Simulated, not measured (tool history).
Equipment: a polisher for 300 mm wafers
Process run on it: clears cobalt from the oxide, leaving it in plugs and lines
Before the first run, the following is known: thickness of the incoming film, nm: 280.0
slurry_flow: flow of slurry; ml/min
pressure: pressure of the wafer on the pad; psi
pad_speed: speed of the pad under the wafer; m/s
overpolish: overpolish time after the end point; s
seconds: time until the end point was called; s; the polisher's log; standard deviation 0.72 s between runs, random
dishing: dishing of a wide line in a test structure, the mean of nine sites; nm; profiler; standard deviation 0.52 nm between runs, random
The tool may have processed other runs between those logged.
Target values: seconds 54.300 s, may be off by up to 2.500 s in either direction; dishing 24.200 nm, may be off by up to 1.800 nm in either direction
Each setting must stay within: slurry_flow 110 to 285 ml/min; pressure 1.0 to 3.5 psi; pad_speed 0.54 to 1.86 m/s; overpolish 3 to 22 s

Run 1, day 0.000: slurry_flow 180 ml/min, pressure 2.2 psi, pad_speed 1.18 m/s, overpolish 11 s. Result: seconds 34.011 s, dishing 46.086 nm.
Run 2, day 0.375: slurry_flow 180 ml/min, pressure 2.5 psi, pad_speed 1.18 m/s, overpolish 11 s. Result: seconds 30.227 s, dishing 47.595 nm.
Run 3, day 0.538: slurry_flow 180 ml/min, pressure 2.4 psi, pad_speed 1.14 m/s, overpolish 10 s. Result: seconds 32.490 s, dishing 46.018 nm.
Run 4, day 0.646: slurry_flow 180 ml/min, pressure 2.1 psi, pad_speed 1.14 m/s, overpolish 10 s. Result: seconds 37.595 s, dishing 42.385 nm.
Run 5, day 0.867: slurry_flow 165 ml/min, pressure 2.1 psi, pad_speed 1.14 m/s, overpolish 10 s. Result: seconds 37.746 s, dishing 41.548 nm.
Run 6, day 1.104: slurry_flow 140 ml/min, pressure 2.1 psi, pad_speed 1.14 m/s, overpolish 10 s. Result: seconds 38.499 s, dishing 42.210 nm.
Run 7, day 1.233: slurry_flow 190 ml/min, pressure 1.5 psi, pad_speed 1.10 m/s, overpolish 4 s. Result: seconds 53.453 s, dishing 17.615 nm.
Run 8, day 1.321: slurry_flow 185 ml/min, pressure 1.5 psi, pad_speed 1.10 m/s, overpolish 5 s. Result: seconds 51.700 s, dishing 21.591 nm.

Which of these 5 next moves meets every target?
Run A, day 1.408: slurry_flow 190 ml/min, pressure 1.2 psi, pad_speed 1.14 m/s, overpolish 6 s. Result: seconds ?, dishing ?.
Run B, day 1.408: slurry_flow 175 ml/min, pressure 1.2 psi, pad_speed 1.14 m/s, overpolish 7 s. Result: seconds ?, dishing ?.
Run C, day 1.408: slurry_flow 180 ml/min, pressure 1.7 psi, pad_speed 0.94 m/s, overpolish 6 s. Result: seconds ?, dishing ?.
Run D, day 1.408: slurry_flow 200 ml/min, pressure 1.7 psi, pad_speed 0.92 m/s, overpolish 5 s. Result: seconds ?, dishing ?.
Run E, day 1.408: slurry_flow 180 ml/min, pressure 1.4 psi, pad_speed 1.02 m/s, overpolish 8 s. Result: seconds ?, dishing ?.

move  seconds  dishing
   A   63.656   21.281
   B   64.440   23.738
   C   55.443   23.653
   D   55.756   20.451
   E   61.717   27.019
A: further off than the last run
B: the furthest-off result lands on target, but another misses its tolerance
C: all results in spec
D: further off than the last run
E: the result that was furthest off in the last run now lies on the other side of its target
Go with C: it meets all targets.
